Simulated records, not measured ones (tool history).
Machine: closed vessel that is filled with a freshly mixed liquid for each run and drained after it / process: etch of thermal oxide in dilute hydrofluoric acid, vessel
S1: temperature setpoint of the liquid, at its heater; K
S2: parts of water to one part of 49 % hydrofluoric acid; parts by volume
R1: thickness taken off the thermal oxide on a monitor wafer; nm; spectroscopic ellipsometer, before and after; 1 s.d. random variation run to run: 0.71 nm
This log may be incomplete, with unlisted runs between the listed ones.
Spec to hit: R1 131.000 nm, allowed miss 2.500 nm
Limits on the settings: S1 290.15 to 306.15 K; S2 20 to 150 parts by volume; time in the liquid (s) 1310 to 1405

run 1 hour=0.0 | S1=298.15 S2=85 time_in_the_liquid_(s)=1310 | R1=68.122
run 2 hour=4.5 | S1=295.15 S2=85 time_in_the_liquid_(s)=1310 | R1=60.320
run 3 hour=9.6 | S1=297.65 S2=80 time_in_the_liquid_(s)=1310 | R1=71.884
run 4 hour=15.9 | S1=299.65 S2=75 time_in_the_liquid_(s)=1310 | R1=83.879
run 5 hour=22.5 | S1=302.65 S2=75 time_in_the_liquid_(s)=1310 | R1=93.881
run 6 hour=24.9 | S1=303.65 S2=70 time_in_the_liquid_(s)=1310 | R1=104.950
run 7 hour=28.5 | S1=304.15 S2=70 time_in_the_liquid_(s)=1310 | R1=106.230
run 8 hour=35.4 | S1=304.65 S2=65 time_in_the_liquid_(s)=1310 | R1=119.270
run 9 hour=36.4 | S1=305.15 S2=65 time_in_the_liquid_(s)=1310 | R1=119.660
run 10 hour=40.4 | S1=305.65 S2=65 time_in_the_liquid_(s)=1310 | R1=123.670
run 11 hour=46.4 | S1=306.15 S2=65 time_in_the_liquid_(s)=1310 | R1=125.680
run 12 hour=50.5 | S1=306.15 S2=60 time_in_the_liquid_(s)=1310 | R1=136.170
run 13 hour=52.1 | S1=305.65 S2=60 time_in_the_liquid_(s)=1310 | R1=134.390

Exercise: of the 5 proposed moves below, exactly one satisfies all targets within the stated allowed misses. Which move is it?
run A hour=53.7 | S1=302.65 S2=55 time_in_the_liquid_(s)=1365 | R1=?
run B hour=53.7 | S1=305.65 S2=60 time_in_the_liquid_(s)=1355 | R1=?
run C hour=53.7 | S1=305.65 S2=60 time_in_the_liquid_(s)=1315 | R1=?
run D hour=53.7 | S1=301.65 S2=55 time_in_the_liquid_(s)=1350 | R1=?
run E hour=53.7 | S1=306.15 S2=60 time_in_the_liquid_(s)=1310 | R1=?

move=A R1=137.250
move=B R1=139.160
move=C R1=135.050
move=D R1=130.500
move=E R1=137.120
A: moves away from the targets compared with the last run
B: moves away from the targets compared with the last run
C: moves away from the targets compared with the last run
D: all results in spec
E: moves away from the targets compared with the last run
The right move is D.
